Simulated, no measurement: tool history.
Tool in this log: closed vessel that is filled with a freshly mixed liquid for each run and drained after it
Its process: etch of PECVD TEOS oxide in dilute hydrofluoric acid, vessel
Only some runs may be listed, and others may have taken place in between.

run	hour	temperature setpoint of the liquid (C)	parts of water to one part of 49 % hydrofluoric acid (parts by volume)	time in the liquid (s)	thickness taken off the PECVD TEOS oxide on a monitor wafer (nm)
1	0.0	24.0	70	300	66.116
2	8.2	24.0	95	300	47.310
3	11.9	24.0	85	300	53.448
4	20.1	24.0	60	300	79.031
5	23.8	24.0	40	300	121.450
6	25.6	20.5	40	300	102.720
7	27.6	20.0	45	300	90.380
8	31.8	19.5	45	300	87.923
9	33.2	17.0	70	300	49.136
10	39.8	17.5	70	300	50.625
11	42.0	18.0	70	300	51.360
12	46.5	18.5	70	300	52.899

Run 13 comes next. What will it give?
13	49.0	19.5	70	300	?

{"run 13": {"thickness taken off the PECVD TEOS oxide on a monitor wafer (nm)": 55.112}}

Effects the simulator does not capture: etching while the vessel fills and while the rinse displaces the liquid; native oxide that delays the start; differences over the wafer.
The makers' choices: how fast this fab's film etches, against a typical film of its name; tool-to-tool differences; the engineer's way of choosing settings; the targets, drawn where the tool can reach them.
